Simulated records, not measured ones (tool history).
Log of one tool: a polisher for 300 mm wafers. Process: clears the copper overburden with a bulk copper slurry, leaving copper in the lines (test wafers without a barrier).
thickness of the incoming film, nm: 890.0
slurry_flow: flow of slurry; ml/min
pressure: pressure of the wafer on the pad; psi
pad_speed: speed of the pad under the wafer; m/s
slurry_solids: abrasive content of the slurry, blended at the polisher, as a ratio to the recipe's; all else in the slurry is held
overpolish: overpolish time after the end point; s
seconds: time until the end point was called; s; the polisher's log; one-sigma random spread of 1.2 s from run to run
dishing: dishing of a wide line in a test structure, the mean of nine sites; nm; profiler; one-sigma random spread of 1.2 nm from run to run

| run | day | slurry_flow | pressure | pad_speed | slurry_solids | overpolish | seconds | dishing |
|---|---|---|---|---|---|---|---|---|
| 1 | 0.000 | 155 | 2.9 | 1.22 | 1.0 | 30 | 65.824 | 81.559 |
| 2 | 0.300 | 155 | 2.9 | 1.22 | 1.0 | 22 | 64.643 | 79.096 |
| 3 | 0.579 | 155 | 2.6 | 1.30 | 1.0 | 20 | 66.112 | 78.444 |
| 4 | 0.942 | 155 | 2.9 | 1.30 | 1.0 | 20 | 62.542 | 79.453 |
| 5 | 0.979 | 140 | 2.9 | 1.30 | 1.0 | 20 | 63.363 | 81.099 |
| 6 | 1.188 | 160 | 2.6 | 1.32 | 1.0 | 18 | 66.628 | 75.413 |
| 7 | 1.388 | 170 | 2.5 | 1.34 | 1.0 | 16 | 65.195 | 75.152 |
| 8 | 1.733 | 180 | 2.3 | 1.36 | 1.0 | 15 | 68.481 | 68.275 |
| 9 | 1.979 | 180 | 2.2 | 1.36 | 1.0 | 15 | 71.081 | 70.195 |

Run 10 is up next; what results do you expect?
| 10 | 2.229 | 185 | 2.1 | 1.36 | 1.0 | 14 | ? | ? |

Run 10 gave seconds 70.229 s, dishing 66.776 nm.
